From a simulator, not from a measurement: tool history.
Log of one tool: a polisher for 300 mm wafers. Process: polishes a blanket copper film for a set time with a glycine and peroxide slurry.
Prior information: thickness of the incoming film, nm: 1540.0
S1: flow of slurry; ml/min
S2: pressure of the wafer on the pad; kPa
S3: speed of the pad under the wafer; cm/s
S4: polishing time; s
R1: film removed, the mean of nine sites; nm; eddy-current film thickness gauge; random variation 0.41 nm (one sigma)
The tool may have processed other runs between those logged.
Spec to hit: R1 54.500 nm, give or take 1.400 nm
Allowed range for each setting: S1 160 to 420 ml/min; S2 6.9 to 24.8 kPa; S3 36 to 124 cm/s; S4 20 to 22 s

run	hour	S1	S2	S3	S4	R1
1	0.0	270	15.9	80	22	81.994
2	2.9	270	15.9	80	22	81.832
3	6.8	270	15.9	80	20	74.797
4	10.4	270	15.9	80	22	82.271
5	17.1	270	15.9	80	22	81.517
6	24.9	270	18.6	80	22	91.489
7	32.0	265	14.5	78	22	76.005
8	40.0	265	11.7	76	22	66.312
9	41.2	265	10.3	76	22	61.786
10	43.3	265	9.7	76	22	59.808
11	50.2	265	9.0	76	22	58.334
12	55.7	255	7.6	76	22	52.819

Which single option among these 5 for the next run brings every result within its allowed miss of target? Just one does.
A	61.2	265	9.7	64	21	?
B	61.2	270	8.3	74	20	?
C	61.2	305	9.7	64	21	?
D	61.2	240	8.3	86	20	?
E	61.2	300	7.6	78	20	?

move	R1
A	51.035
B	49.668
C	51.633
D	54.197
E	49.810
A: lands further from the targets than the last run did
B: lands further from the targets than the last run did
C: lands further from the targets than the last run did
D: every result lands within tolerance
E: lands further from the targets than the last run did
D meets every target.
